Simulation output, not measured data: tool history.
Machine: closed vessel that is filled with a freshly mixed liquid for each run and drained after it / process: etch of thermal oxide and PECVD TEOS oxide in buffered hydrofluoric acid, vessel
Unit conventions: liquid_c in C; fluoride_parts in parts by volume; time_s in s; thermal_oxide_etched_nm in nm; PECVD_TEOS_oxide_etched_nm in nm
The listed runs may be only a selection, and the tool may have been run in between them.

run	day	liquid_c	fluoride_parts	time_s	thermal_oxide_etched_nm	PECVD_TEOS_oxide_etched_nm
1	0	25	21	90	47.882	62.617
2	0.158	22	21	90	40.987	53.073
3	0.292	22	19	90	45.094	57.089
4	0.329	25	19	90	53.154	67.555
5	0.438	23.5	19	90	48.46	61.96
6	0.788	23.5	16.5	90	56.204	72.147
7	0.942	23	16.5	90	55.076	69.223
8	1.288	22.5	17	90	51.206	65.874

Estimate the outcome of run 9 from the log above:
9	1.367	18.5	19.5	85	?	?

thermal_oxide_etched_nm: 34.277 nm
PECVD_TEOS_oxide_etched_nm: 44.14 nm
